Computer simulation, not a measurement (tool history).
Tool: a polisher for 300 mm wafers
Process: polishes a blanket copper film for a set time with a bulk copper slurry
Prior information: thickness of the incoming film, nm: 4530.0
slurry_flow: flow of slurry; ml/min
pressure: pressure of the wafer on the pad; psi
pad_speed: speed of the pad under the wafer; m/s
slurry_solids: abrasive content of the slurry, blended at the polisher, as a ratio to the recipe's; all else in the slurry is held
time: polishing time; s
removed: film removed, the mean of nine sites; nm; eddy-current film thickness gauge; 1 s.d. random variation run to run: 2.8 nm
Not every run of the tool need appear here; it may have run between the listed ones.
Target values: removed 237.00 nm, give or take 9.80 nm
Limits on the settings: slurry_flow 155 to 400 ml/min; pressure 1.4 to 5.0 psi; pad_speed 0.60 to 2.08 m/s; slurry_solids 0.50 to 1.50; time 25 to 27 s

run,hour,slurry_flow,pressure,pad_speed,slurry_solids,time,removed
1,0.0,255,3.2,1.34,1.00,27,336.90
2,6.6,255,3.0,1.34,1.00,27,314.31
3,11.3,255,2.9,1.34,1.00,27,302.99
4,13.9,255,2.8,1.34,1.00,27,295.16
5,19.4,255,2.8,1.34,1.10,27,298.09
6,22.1,195,2.8,1.34,1.10,27,287.21
7,25.2,195,2.7,1.34,1.10,27,283.75
8,32.6,195,2.6,1.34,1.10,27,262.40
9,36.6,190,2.5,1.34,1.10,27,257.92
10,44.1,190,2.4,1.34,1.10,27,250.26

Exercise: of the 4 proposed moves below, exactly one satisfies all targets within the stated allowed misses. Which move is it?
A,51.6,155,2.7,1.26,1.20,25,?
B,51.6,235,1.8,1.86,1.15,27,?
C,51.6,155,2.9,1.28,1.40,25,?
D,51.6,160,2.2,1.68,1.05,27,?

move,removed
A,235.61
B,267.78
C,264.25
D,271.22
A: every result within its allowed miss
B: further off than the last run
C: further off than the last run
D: further off than the last run
Go with A: it meets all targets.
